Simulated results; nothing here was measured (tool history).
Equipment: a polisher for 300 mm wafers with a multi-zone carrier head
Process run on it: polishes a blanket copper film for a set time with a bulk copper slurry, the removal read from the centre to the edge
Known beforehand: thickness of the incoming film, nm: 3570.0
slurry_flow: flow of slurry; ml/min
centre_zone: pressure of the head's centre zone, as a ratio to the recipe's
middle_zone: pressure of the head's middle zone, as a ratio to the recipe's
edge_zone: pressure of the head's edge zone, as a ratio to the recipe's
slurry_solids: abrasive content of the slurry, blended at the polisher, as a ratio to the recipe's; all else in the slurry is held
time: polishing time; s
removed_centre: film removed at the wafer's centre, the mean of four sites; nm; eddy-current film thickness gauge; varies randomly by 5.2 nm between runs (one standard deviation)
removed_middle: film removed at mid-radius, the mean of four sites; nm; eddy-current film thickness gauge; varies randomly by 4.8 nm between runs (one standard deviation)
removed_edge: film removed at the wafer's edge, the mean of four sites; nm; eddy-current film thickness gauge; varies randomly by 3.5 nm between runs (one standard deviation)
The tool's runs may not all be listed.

run,hour,slurry_flow,centre_zone,middle_zone,edge_zone,slurry_solids,time,removed_centre,removed_middle,removed_edge
1,0,195,1,1,1,1,61,491.1,501.75,488.08
2,6.3,195,1,1,1,1.15,61,509.26,516.13,501.61
3,15.1,195,1,1,1,1.15,53,433.36,445.25,432
4,19.5,195,1,1,1,1.15,66,547.1,568.53,534.8
5,20.1,195,1,1,1,1.15,78,633.39,669.17,632.71
6,24.7,180,0.96,1,1,1.05,76,593.71,624.52,598.48
7,26.6,195,0.93,1.03,1.04,0.95,72,548.4,601.73,573.36
8,34.9,180,0.9,1.05,1.07,0.9,69,488.46,576.89,547.92
9,39.6,170,0.88,1.05,1.07,0.85,68,462.17,548.45,528.93
10,43.9,160,0.86,1.06,1.07,0.8,68,439.16,538.53,525.05
11,51.4,155,0.85,1.06,1.05,0.8,68,433.03,537.74,514.51
12,60.2,150,0.84,1.06,1.05,0.8,68,419.14,535.86,507.77
13,61.8,145,0.83,1.05,1.05,0.8,68,408.68,522.52,505.25

Estimate the outcome of run 14 from the log above:
14,62.6,140,0.83,1.05,1.04,0.8,68,?,?,?

{"run 14": {"removed_centre": 408.46, "removed_middle": 527.35, "removed_edge": 505.26}}
